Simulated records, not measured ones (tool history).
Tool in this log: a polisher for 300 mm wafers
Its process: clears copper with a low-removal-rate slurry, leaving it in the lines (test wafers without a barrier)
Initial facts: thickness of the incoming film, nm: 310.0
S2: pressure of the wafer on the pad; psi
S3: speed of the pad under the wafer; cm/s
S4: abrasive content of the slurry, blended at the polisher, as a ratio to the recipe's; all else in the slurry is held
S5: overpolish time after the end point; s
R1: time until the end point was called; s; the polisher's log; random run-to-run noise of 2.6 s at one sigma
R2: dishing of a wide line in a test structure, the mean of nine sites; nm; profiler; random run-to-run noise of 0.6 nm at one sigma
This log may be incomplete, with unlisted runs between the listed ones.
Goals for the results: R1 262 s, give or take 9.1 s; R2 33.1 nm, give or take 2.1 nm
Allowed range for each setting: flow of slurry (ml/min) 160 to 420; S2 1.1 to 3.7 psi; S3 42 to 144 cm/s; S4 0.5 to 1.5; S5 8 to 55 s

{"run": 1, "hour": 0.0, "flow of slurry (ml/min)": 270, "S2": 2.4, "S3": 92, "S4": 1, "S5": 28, "R1": 128.94, "R2": 45.994}
{"run": 2, "hour": 4.5, "flow of slurry (ml/min)": 270, "S2": 2.2, "S3": 90, "S4": 1, "S5": 29, "R1": 146.63, "R2": 42.315}
{"run": 3, "hour": 7.1, "flow of slurry (ml/min)": 270, "S2": 2.2, "S3": 90, "S4": 1, "S5": 17, "R1": 143.83, "R2": 26.979}
{"run": 4, "hour": 9.1, "flow of slurry (ml/min)": 270, "S2": 2.1, "S3": 90, "S4": 1, "S5": 19, "R1": 150.69, "R2": 29.181}
{"run": 5, "hour": 13.4, "flow of slurry (ml/min)": 270, "S2": 2, "S3": 90, "S4": 1, "S5": 21, "R1": 157.96, "R2": 31.14}
{"run": 6, "hour": 22.4, "flow of slurry (ml/min)": 270, "S2": 1.9, "S3": 90, "S4": 1, "S5": 22, "R1": 165.51, "R2": 30.957}
{"run": 7, "hour": 29.6, "flow of slurry (ml/min)": 270, "S2": 1.8, "S3": 90, "S4": 1, "S5": 23, "R1": 172.19, "R2": 29.906}
{"run": 8, "hour": 36.8, "flow of slurry (ml/min)": 265, "S2": 1.2, "S3": 76, "S4": 1, "S5": 37, "R1": 278.25, "R2": 30.611}
{"run": 9, "hour": 43.1, "flow of slurry (ml/min)": 275, "S2": 1.4, "S3": 76, "S4": 1, "S5": 38, "R1": 245.41, "R2": 34.701}
{"run": 10, "hour": 49.6, "flow of slurry (ml/min)": 270, "S2": 1.4, "S3": 76, "S4": 1, "S5": 38, "R1": 247.89, "R2": 33.641}
{"run": 11, "hour": 55.4, "flow of slurry (ml/min)": 265, "S2": 1.4, "S3": 76, "S4": 1, "S5": 38, "R1": 248.62, "R2": 34.035}

5 candidate next runs follow, results not yet known. Just one meets every target within its allowed miss. Identify it.
{"run": "A", "hour": 61.2, "flow of slurry (ml/min)": 275, "S2": 1.3, "S3": 78, "S4": 1.1, "S5": 43, "R1": "?", "R2": "?"}
{"run": "B", "hour": 61.2, "flow of slurry (ml/min)": 205, "S2": 1.4, "S3": 78, "S4": 0.95, "S5": 42, "R1": "?", "R2": "?"}
{"run": "C", "hour": 61.2, "flow of slurry (ml/min)": 260, "S2": 1.4, "S3": 72, "S4": 0.9, "S5": 38, "R1": "?", "R2": "?"}
{"run": "D", "hour": 61.2, "flow of slurry (ml/min)": 305, "S2": 1.8, "S3": 62, "S4": 0.8, "S5": 34, "R1": "?", "R2": "?"}
{"run": "E", "hour": 61.2, "flow of slurry (ml/min)": 240, "S2": 1.5, "S3": 66, "S4": 1.35, "S5": 43, "R1": "?", "R2": "?"}

move=A R1=251.39 R2=36.955
move=B R1=250.09 R2=36.597
move=C R1=264.57 R2=32.166
move=D R1=243.5 R2=31.84
move=E R1=246.94 R2=37.865
A: moves away from the targets compared with the last run
B: moves away from the targets compared with the last run
C: each result inside its tolerance
D: moves away from the targets compared with the last run
E: moves away from the targets compared with the last run
Answer: C
